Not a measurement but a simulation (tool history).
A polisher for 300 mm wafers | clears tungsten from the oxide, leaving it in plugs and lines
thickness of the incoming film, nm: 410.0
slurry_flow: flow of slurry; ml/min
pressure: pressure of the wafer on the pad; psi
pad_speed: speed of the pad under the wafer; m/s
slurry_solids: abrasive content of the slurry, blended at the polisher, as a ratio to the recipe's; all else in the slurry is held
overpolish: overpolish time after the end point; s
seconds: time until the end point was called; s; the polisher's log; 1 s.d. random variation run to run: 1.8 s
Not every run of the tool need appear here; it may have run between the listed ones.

Run 1, hour 0: slurry_flow 170 ml/min, pressure 4.1 psi, pad_speed 1.24 m/s, slurry_solids 1, overpolish 7 s. Result: seconds 58.28 s.
Run 2, hour 8.6: slurry_flow 170 ml/min, pressure 4.1 psi, pad_speed 1.24 m/s, slurry_solids 1, overpolish 7 s. Result: seconds 58.238 s.
Run 3, hour 15.1: slurry_flow 170 ml/min, pressure 4.1 psi, pad_speed 1.24 m/s, slurry_solids 0.8, overpolish 7 s. Result: seconds 63.292 s.
Run 4, hour 20.9: slurry_flow 170 ml/min, pressure 3.7 psi, pad_speed 1.24 m/s, slurry_solids 0.8, overpolish 7 s. Result: seconds 66.72 s.
Run 5, hour 28.9: slurry_flow 170 ml/min, pressure 3.7 psi, pad_speed 1.24 m/s, slurry_solids 0.8, overpolish 6 s. Result: seconds 67.854 s.
Run 6, hour 30.6: slurry_flow 210 ml/min, pressure 3.7 psi, pad_speed 1.24 m/s, slurry_solids 0.8, overpolish 6 s. Result: seconds 66.8 s.
Run 7, hour 33: slurry_flow 210 ml/min, pressure 3.3 psi, pad_speed 1.16 m/s, slurry_solids 0.8, overpolish 6 s. Result: seconds 77.42 s.
Run 8, hour 34.3: slurry_flow 210 ml/min, pressure 3 psi, pad_speed 1.12 m/s, slurry_solids 0.8, overpolish 6 s. Result: seconds 86.589 s.
Run 9, hour 36.5: slurry_flow 210 ml/min, pressure 2.7 psi, pad_speed 1.1 m/s, slurry_solids 0.8, overpolish 6 s. Result: seconds 93.636 s.
Run 10, hour 37.3: slurry_flow 210 ml/min, pressure 2.5 psi, pad_speed 1.08 m/s, slurry_solids 0.8, overpolish 6 s. Result: seconds 103.6 s.
Run 11, hour 40.4: slurry_flow 210 ml/min, pressure 2.5 psi, pad_speed 1.08 m/s, slurry_solids 0.8, overpolish 6 s. Result: seconds 102.71 s.
Run 12, hour 43.4: slurry_flow 210 ml/min, pressure 2.4 psi, pad_speed 1.08 m/s, slurry_solids 0.8, overpolish 6 s. Result: seconds 106.19 s.

What will run 13 give?
Run 13, hour 44.3: slurry_flow 210 ml/min, pressure 2.3 psi, pad_speed 1.08 m/s, slurry_solids 0.8, overpolish 6 s. Result: seconds ?.

seconds: 111.79 s

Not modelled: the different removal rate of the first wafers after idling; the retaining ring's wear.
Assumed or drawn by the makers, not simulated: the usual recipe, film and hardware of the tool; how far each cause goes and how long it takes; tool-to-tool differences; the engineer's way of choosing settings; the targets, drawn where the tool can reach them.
